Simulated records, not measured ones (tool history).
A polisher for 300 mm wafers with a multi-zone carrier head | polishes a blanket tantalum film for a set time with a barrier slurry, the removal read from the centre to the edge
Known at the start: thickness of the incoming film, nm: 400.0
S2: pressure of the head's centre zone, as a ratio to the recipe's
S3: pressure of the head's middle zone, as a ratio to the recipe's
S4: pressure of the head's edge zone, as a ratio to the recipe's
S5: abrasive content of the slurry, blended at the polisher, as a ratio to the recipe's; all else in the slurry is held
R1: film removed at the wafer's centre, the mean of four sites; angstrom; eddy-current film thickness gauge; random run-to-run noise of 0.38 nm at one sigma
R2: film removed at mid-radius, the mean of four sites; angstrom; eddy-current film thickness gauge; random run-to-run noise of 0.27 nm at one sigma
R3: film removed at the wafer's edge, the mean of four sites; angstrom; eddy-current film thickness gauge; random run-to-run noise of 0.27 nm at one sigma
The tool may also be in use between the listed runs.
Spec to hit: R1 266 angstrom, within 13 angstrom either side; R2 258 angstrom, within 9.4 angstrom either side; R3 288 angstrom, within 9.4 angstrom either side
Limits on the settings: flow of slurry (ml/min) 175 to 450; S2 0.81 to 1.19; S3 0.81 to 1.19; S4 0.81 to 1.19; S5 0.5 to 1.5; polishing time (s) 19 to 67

Run 1, hour 0: flow of slurry (ml/min) 290, S2 1, S3 1, S4 1, S5 1, polishing time (s) 43. Result: R1 385.03 angstrom, R2 376.17 angstrom, R3 385.18 angstrom.
Run 2, hour 1.4: flow of slurry (ml/min) 290, S2 1, S3 1, S4 1, S5 1, polishing time (s) 36. Result: R1 322.96 angstrom, R2 321.34 angstrom, R3 317.6 angstrom.
Run 3, hour 2.7: flow of slurry (ml/min) 290, S2 1, S3 1, S4 1, S5 1.15, polishing time (s) 36. Result: R1 340.59 angstrom, R2 337.92 angstrom, R3 338.08 angstrom.
Run 4, hour 11: flow of slurry (ml/min) 285, S2 0.98, S3 0.98, S4 0.99, S5 1.1, polishing time (s) 36. Result: R1 326.25 angstrom, R2 325.83 angstrom, R3 327.63 angstrom.
Run 5, hour 12.3: flow of slurry (ml/min) 285, S2 0.98, S3 0.98, S4 0.92, S5 1.1, polishing time (s) 36. Result: R1 327.8 angstrom, R2 328.19 angstrom, R3 315.57 angstrom.
Run 6, hour 16.4: flow of slurry (ml/min) 285, S2 0.98, S3 0.98, S4 0.87, S5 1.1, polishing time (s) 36. Result: R1 326.15 angstrom, R2 329.7 angstrom, R3 312.64 angstrom.
Run 7, hour 20.7: flow of slurry (ml/min) 280, S2 0.96, S3 0.96, S4 0.88, S5 1.05, polishing time (s) 36. Result: R1 318.32 angstrom, R2 324.02 angstrom, R3 312.37 angstrom.
Run 8, hour 27.3: flow of slurry (ml/min) 280, S2 0.95, S3 0.94, S4 0.89, S5 1, polishing time (s) 36. Result: R1 299.35 angstrom, R2 311.78 angstrom, R3 311.21 angstrom.
Run 9, hour 35.3: flow of slurry (ml/min) 280, S2 0.96, S3 0.92, S4 0.89, S5 0.95, polishing time (s) 36. Result: R1 302.79 angstrom, R2 293.93 angstrom, R3 296.87 angstrom.
Run 10, hour 41.2: flow of slurry (ml/min) 280, S2 0.95, S3 0.91, S4 0.89, S5 0.95, polishing time (s) 36. Result: R1 306.14 angstrom, R2 292.47 angstrom, R3 302.02 angstrom.
Run 11, hour 45.9: flow of slurry (ml/min) 280, S2 0.94, S3 0.9, S4 0.89, S5 0.95, polishing time (s) 36. Result: R1 298.31 angstrom, R2 290.45 angstrom, R3 300.41 angstrom.
Run 12, hour 48.2: flow of slurry (ml/min) 280, S2 0.93, S3 0.89, S4 0.89, S5 0.95, polishing time (s) 36. Result: R1 291.2 angstrom, R2 285.68 angstrom, R3 300.26 angstrom.
Run 13, hour 54.3: flow of slurry (ml/min) 280, S2 0.92, S3 0.88, S4 0.89, S5 0.95, polishing time (s) 36. Result: R1 292.85 angstrom, R2 286.7 angstrom, R3 299.79 angstrom.
Run 14, hour 60.8: flow of slurry (ml/min) 280, S2 0.91, S3 0.87, S4 0.89, S5 0.95, polishing time (s) 36. Result: R1 286.08 angstrom, R2 281.63 angstrom, R3 301.82 angstrom.
Run 15, hour 61.3: flow of slurry (ml/min) 280, S2 0.91, S3 0.86, S4 0.89, S5 0.95, polishing time (s) 36. Result: R1 285.86 angstrom, R2 280.45 angstrom, R3 301.04 angstrom.
Run 16, hour 64.1: flow of slurry (ml/min) 280, S2 0.91, S3 0.85, S4 0.89, S5 0.95, polishing time (s) 36. Result: R1 283.71 angstrom, R2 274.3 angstrom, R3 301.09 angstrom.

Exactly one of the 5 candidate moves below puts every result within its allowed miss. Which one?
Run A, hour 66.9: flow of slurry (ml/min) 295, S2 0.88, S3 0.94, S4 0.82, S5 1.15, polishing time (s) 33. Result: R1 ?, R2 ?, R3 ?.
Run B, hour 66.9: flow of slurry (ml/min) 260, S2 0.91, S3 0.87, S4 0.86, S5 1, polishing time (s) 37. Result: R1 ?, R2 ?, R3 ?.
Run C, hour 66.9: flow of slurry (ml/min) 295, S2 0.94, S3 0.89, S4 0.87, S5 0.95, polishing time (s) 37. Result: R1 ?, R2 ?, R3 ?.
Run D, hour 66.9: flow of slurry (ml/min) 265, S2 0.87, S3 0.91, S4 0.94, S5 1, polishing time (s) 35. Result: R1 ?, R2 ?, R3 ?.
Run E, hour 66.9: flow of slurry (ml/min) 280, S2 0.91, S3 0.85, S4 0.95, S5 0.8, polishing time (s) 36. Result: R1 ?, R2 ?, R3 ?.

move      R1      R2      R3
   A  268.39  298.42  286.68
   B  293.17  295.96  309.34
   C  300.63  298.84  306.96
   D   265.6   291.1  302.28
   E  261.17  258.48  285.05
A: misses by more than the last run did
B: misses by more than the last run did
C: misses by more than the last run did
D: misses by more than the last run did
E: hits every target within its allowed miss
E is the move that brings every result within its allowed miss.
